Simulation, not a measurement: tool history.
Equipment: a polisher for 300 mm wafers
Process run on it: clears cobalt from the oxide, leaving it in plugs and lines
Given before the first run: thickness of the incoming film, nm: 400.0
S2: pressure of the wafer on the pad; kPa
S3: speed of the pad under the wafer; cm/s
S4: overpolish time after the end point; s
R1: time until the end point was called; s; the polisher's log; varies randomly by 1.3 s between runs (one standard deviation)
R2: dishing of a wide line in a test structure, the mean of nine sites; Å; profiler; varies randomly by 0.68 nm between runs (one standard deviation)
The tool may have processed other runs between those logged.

Run 1, day 0: flow of slurry (ml/min) 210, S2 16.5 kPa, S3 92 cm/s, S4 17 s. Result: R1 84.768 s, R2 495.61 Å.
Run 2, day 0.358: flow of slurry (ml/min) 210, S2 17.2 kPa, S3 92 cm/s, S4 18 s. Result: R1 79.735 s, R2 533.93 Å.
Run 3, day 0.446: flow of slurry (ml/min) 210, S2 17.2 kPa, S3 72 cm/s, S4 18 s. Result: R1 101.28 s, R2 466.41 Å.
Run 4, day 0.592: flow of slurry (ml/min) 210, S2 13.1 kPa, S3 72 cm/s, S4 18 s. Result: R1 135.08 s, R2 397.03 Å.
Run 5, day 0.712: flow of slurry (ml/min) 210, S2 13.1 kPa, S3 50 cm/s, S4 18 s. Result: R1 185.7 s, R2 294.7 Å.
Run 6, day 1.058: flow of slurry (ml/min) 210, S2 9.7 kPa, S3 50 cm/s, S4 18 s. Result: R1 250.81 s, R2 236.66 Å.
Run 7, day 1.092: flow of slurry (ml/min) 210, S2 9.7 kPa, S3 50 cm/s, S4 18 s. Result: R1 248.19 s, R2 238.02 Å.
Run 8, day 1.246: flow of slurry (ml/min) 210, S2 13.8 kPa, S3 50 cm/s, S4 18 s. Result: R1 177.28 s, R2 308.2 Å.
Run 9, day 1.288: flow of slurry (ml/min) 210, S2 16.5 kPa, S3 52 cm/s, S4 18 s. Result: R1 141.99 s, R2 367.49 Å.

Predict the results of run 10:
Run 10, day 1.546: flow of slurry (ml/min) 210, S2 18.6 kPa, S3 54 cm/s, S4 18 s. Result: R1 ?, R2 ?.

{"run 10": {"R1": 125.64, "R2": 408.5}}
